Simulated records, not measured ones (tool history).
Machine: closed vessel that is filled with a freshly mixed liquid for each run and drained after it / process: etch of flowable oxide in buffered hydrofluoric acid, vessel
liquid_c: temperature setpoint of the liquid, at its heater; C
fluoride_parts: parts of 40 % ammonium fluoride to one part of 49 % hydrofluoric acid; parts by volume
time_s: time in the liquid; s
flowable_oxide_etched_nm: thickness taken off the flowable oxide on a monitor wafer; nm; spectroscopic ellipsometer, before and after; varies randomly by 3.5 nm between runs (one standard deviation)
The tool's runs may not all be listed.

Run 1, hour 0: liquid_c 24 C, fluoride_parts 7 parts by volume, time_s 105 s. Result: flowable_oxide_etched_nm 642.8 nm.
Run 2, hour 6.6: liquid_c 24 C, fluoride_parts 7 parts by volume, time_s 110 s. Result: flowable_oxide_etched_nm 675.69 nm.
Run 3, hour 14.9: liquid_c 25.5 C, fluoride_parts 7 parts by volume, time_s 110 s. Result: flowable_oxide_etched_nm 736.37 nm.
Run 4, hour 16.9: liquid_c 23 C, fluoride_parts 7 parts by volume, time_s 110 s. Result: flowable_oxide_etched_nm 643.49 nm.
Run 5, hour 22.4: liquid_c 23.5 C, fluoride_parts 7 parts by volume, time_s 110 s. Result: flowable_oxide_etched_nm 657.72 nm.
Run 6, hour 23.8: liquid_c 23.5 C, fluoride_parts 7 parts by volume, time_s 105 s. Result: flowable_oxide_etched_nm 631.61 nm.
Run 7, hour 30.5: liquid_c 24 C, fluoride_parts 7 parts by volume, time_s 105 s. Result: flowable_oxide_etched_nm 648.57 nm.
Run 8, hour 35.2: liquid_c 24.5 C, fluoride_parts 7 parts by volume, time_s 105 s. Result: flowable_oxide_etched_nm 667.2 nm.
Run 9, hour 36: liquid_c 25 C, fluoride_parts 7 parts by volume, time_s 105 s. Result: flowable_oxide_etched_nm 681.18 nm.

Run 10, settings as shown, results not yet in. Your forecast:
Run 10, hour 36.8: liquid_c 25.5 C, fluoride_parts 7 parts by volume, time_s 105 s. Result: flowable_oxide_etched_nm ?.

{"run 10": {"flowable_oxide_etched_nm": 703.6}}

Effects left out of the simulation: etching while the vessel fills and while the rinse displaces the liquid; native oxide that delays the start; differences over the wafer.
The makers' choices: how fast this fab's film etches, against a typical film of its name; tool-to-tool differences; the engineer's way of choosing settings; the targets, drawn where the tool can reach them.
